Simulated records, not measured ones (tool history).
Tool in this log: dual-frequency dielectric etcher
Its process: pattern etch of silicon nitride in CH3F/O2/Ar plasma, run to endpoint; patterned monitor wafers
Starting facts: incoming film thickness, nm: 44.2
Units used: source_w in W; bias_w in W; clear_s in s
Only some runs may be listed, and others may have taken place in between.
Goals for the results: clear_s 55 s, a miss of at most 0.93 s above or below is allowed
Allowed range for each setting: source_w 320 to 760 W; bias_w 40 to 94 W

run	hour	source_w	bias_w	clear_s
1	0	540	67	59.793
2	6.8	460	67	65.534
3	14.3	480	67	63.818
4	23.1	500	67	62.424
5	24.8	520	67	61.295
6	31.4	520	59	63.514
7	36.1	540	59	61.996
8	36.9	560	59	61.001

Of the 4 settings listed for the next run, only one would bring every result within its allowed miss of target. Which one?
A	37.7	600	67	?
B	37.7	740	70	?
C	37.7	430	67	?
D	37.7	640	70	?

move	clear_s
A	57.802
B	52.041
C	67.701
D	55.552
A: nearer the targets than the last run, but a result is still out of spec
B: carries the result that was furthest off beyond its target, to the other side
C: lands further from the targets than the last run did
D: all results land within tolerance of their targets
The move that meets every target is D.

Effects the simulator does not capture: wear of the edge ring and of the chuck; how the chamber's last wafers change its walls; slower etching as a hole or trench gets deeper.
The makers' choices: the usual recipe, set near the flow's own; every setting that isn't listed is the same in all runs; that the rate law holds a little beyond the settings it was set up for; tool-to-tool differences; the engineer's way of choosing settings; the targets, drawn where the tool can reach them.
